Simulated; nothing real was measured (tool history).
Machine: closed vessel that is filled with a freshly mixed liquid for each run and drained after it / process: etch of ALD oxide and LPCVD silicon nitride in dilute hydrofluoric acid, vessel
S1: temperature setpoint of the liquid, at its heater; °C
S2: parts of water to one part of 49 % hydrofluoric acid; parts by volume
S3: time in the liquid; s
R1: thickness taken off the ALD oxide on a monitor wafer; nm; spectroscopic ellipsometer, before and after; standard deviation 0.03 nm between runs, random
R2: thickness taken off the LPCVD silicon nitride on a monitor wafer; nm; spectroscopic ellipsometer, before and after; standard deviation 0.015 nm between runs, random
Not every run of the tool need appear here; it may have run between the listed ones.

run  hour    S1   S2  S3       R1       R2
  1   0.0  25.0   95  60  12.6390  0.25544
  2   1.3  23.0  110  60   9.9838  0.23602
  3   5.7  23.0   80  60  14.1480  0.32521
  4   7.1  21.5  100  60  10.4250  0.24927
  5  15.0  20.5  115  60   8.5070  0.23646
  6  23.8  23.0  115  60   9.3584  0.23488
  7  24.7  21.5  125  60   8.0398  0.16531
  8  27.3  20.0  135  60   6.9291  0.16151
  9  34.8  19.0  140  60   6.4147  0.13984
 10  43.0  19.0  140  60   6.3914  0.14002

Predict the results of run 11:
 11  51.2  18.5  145  60   ?   ?

R1: 6.0622 nm
R2: 0.11067 nm

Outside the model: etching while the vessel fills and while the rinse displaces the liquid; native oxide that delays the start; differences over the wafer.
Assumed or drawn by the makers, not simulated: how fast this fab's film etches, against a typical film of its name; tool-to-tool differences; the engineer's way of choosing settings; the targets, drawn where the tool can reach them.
